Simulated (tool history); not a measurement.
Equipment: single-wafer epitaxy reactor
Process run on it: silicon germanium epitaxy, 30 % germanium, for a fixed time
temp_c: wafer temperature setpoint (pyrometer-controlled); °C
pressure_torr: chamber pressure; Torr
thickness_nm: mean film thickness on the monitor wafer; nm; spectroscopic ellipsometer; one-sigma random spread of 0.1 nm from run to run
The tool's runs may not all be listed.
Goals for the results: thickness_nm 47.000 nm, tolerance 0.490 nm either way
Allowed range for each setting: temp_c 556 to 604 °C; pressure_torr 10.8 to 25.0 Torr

{"run": 1, "hour": 0.0, "temp_c": 580, "pressure_torr": 17.9, "thickness_nm": 39.425}
{"run": 2, "hour": 2.1, "temp_c": 582, "pressure_torr": 17.9, "thickness_nm": 41.144}
{"run": 3, "hour": 4.2, "temp_c": 582, "pressure_torr": 20.6, "thickness_nm": 43.737}
{"run": 4, "hour": 12.2, "temp_c": 583, "pressure_torr": 20.6, "thickness_nm": 44.626}
{"run": 5, "hour": 17.9, "temp_c": 584, "pressure_torr": 20.6, "thickness_nm": 45.812}
{"run": 6, "hour": 24.9, "temp_c": 578, "pressure_torr": 20.6, "thickness_nm": 40.155}
{"run": 7, "hour": 26.0, "temp_c": 587, "pressure_torr": 20.6, "thickness_nm": 48.644}
{"run": 8, "hour": 34.9, "temp_c": 586, "pressure_torr": 20.6, "thickness_nm": 47.672}

Which one of the following 4 next-run settings gets every result inside its allowed miss? There is exactly one.
{"run": "A", "hour": 43.8, "temp_c": 586, "pressure_torr": 19.9, "thickness_nm": "?"}
{"run": "B", "hour": 43.8, "temp_c": 587, "pressure_torr": 20.3, "thickness_nm": "?"}
{"run": "C", "hour": 43.8, "temp_c": 589, "pressure_torr": 18.2, "thickness_nm": "?"}
{"run": "D", "hour": 43.8, "temp_c": 586, "pressure_torr": 20.7, "thickness_nm": "?"}

move=A thickness_nm=46.896
move=B thickness_nm=48.309
move=C thickness_nm=48.184
move=D thickness_nm=47.667
A: all results in spec
B: further off than the last run
C: further off than the last run
D: neither nearer nor further off than the last run
The right move is A.
